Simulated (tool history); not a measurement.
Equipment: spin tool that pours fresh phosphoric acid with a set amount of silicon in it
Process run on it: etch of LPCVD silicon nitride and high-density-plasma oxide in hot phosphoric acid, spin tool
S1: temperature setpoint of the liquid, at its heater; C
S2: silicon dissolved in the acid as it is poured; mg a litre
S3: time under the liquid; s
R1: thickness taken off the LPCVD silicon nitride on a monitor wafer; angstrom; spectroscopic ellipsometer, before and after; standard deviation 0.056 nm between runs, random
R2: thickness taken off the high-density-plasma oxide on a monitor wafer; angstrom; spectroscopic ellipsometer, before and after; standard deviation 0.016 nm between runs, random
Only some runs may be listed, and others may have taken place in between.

| run | hour | S1 | S2 | S3 | R1 | R2 |
|---|---|---|---|---|---|---|
| 1 | 0.0 | 160.0 | 9.0 | 95 | 101.660 | 4.5732 |
| 2 | 5.3 | 159.0 | 9.5 | 85 | 87.434 | 3.5911 |
| 3 | 11.3 | 161.0 | 9.5 | 85 | 92.283 | 4.1907 |
| 4 | 18.7 | 160.5 | 10.0 | 80 | 87.693 | 3.9157 |
| 5 | 25.0 | 159.5 | 10.0 | 75 | 78.650 | 3.0629 |
| 6 | 32.5 | 159.0 | 9.0 | 75 | 77.683 | 2.8421 |

What will run 7 give?
| 7 | 40.3 | 159.5 | 8.0 | 65 | ? | ? |

Run 7 gave R1 67.888 angstrom, R2 3.0003 angstrom.

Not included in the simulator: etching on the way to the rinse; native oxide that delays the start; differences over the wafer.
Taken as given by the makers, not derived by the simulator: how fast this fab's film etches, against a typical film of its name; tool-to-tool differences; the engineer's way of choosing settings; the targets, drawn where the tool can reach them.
